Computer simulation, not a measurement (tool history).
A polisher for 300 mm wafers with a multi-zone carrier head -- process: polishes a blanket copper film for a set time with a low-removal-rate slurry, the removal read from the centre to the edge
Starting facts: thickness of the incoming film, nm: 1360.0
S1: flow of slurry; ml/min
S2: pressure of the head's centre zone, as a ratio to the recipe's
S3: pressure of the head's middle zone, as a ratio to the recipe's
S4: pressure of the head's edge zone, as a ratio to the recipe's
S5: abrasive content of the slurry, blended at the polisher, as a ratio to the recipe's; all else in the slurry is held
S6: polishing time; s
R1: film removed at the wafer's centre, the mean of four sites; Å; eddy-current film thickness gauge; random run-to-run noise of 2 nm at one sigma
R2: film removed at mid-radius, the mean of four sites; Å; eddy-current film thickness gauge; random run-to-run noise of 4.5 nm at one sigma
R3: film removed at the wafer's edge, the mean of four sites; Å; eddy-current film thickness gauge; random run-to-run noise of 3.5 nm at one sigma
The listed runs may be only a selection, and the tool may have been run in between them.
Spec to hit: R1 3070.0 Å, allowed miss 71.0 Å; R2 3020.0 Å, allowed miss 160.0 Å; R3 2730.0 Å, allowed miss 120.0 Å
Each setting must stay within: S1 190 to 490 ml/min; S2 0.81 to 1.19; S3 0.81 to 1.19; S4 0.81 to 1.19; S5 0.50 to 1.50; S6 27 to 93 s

run 1 hour=0.0 | S1=315 S2=1.00 S3=1.00 S4=1.00 S5=1.00 S6=59 | R1=2095.4 R2=2084.9 R3=2103.7
run 2 hour=2.8 | S1=275 S2=1.00 S3=1.00 S4=1.00 S5=1.00 S6=59 | R1=2050.4 R2=2094.9 R3=2053.2
run 3 hour=7.7 | S1=275 S2=1.00 S3=0.94 S4=1.00 S5=1.00 S6=59 | R1=2053.2 R2=2002.3 R3=2085.7
run 4 hour=13.1 | S1=275 S2=1.00 S3=0.94 S4=1.04 S5=1.00 S6=59 | R1=2068.8 R2=1973.5 R3=2055.7
run 5 hour=19.1 | S1=290 S2=1.04 S3=1.00 S4=1.02 S5=1.15 S6=62 | R1=2353.1 R2=2348.6 R3=2293.9
run 6 hour=25.3 | S1=355 S2=1.04 S3=1.00 S4=1.02 S5=1.15 S6=62 | R1=2442.0 R2=2367.5 R3=2362.0
run 7 hour=28.8 | S1=370 S2=1.07 S3=1.03 S4=1.04 S5=1.25 S6=62 | R1=2544.1 R2=2507.0 R3=2500.0
run 8 hour=34.1 | S1=385 S2=1.11 S3=1.06 S4=1.03 S5=1.30 S6=62 | R1=2668.6 R2=2577.0 R3=2525.7

Next run, 5 choices. One meets every target within its allowed miss, the rest don't. Which?
run A hour=39.4 | S1=350 S2=1.14 S3=1.10 S4=1.01 S5=1.35 S6=69 | R1=? R2=? R3=?
run B hour=39.4 | S1=395 S2=0.94 S3=1.19 S4=1.08 S5=1.20 S6=68 | R1=? R2=? R3=?
run C hour=39.4 | S1=380 S2=1.08 S3=1.11 S4=1.03 S5=1.25 S6=69 | R1=? R2=? R3=?
run D hour=39.4 | S1=410 S2=1.10 S3=1.02 S4=1.09 S5=1.45 S6=72 | R1=? R2=? R3=?
run E hour=39.4 | S1=455 S2=1.02 S3=1.11 S4=0.98 S5=1.50 S6=73 | R1=? R2=? R3=?

move=A R1=3070.1 R2=3035.0 R3=2702.5
move=B R1=2465.7 R2=3115.8 R3=2664.8
move=C R1=2873.5 R2=3009.8 R3=2677.5
move=D R1=3208.0 R2=3080.8 R3=3012.0
move=E R1=3087.2 R2=3408.5 R3=2958.3
A: meets every target
B: misses by more than the last run did
C: an improvement on the last run, though not all results are within tolerance
D: moves the result that the last run missed by most past its target, out the other side
E: the furthest-off result lands on target, but another misses its tolerance
So the answer is move A, the one that meets all the targets.
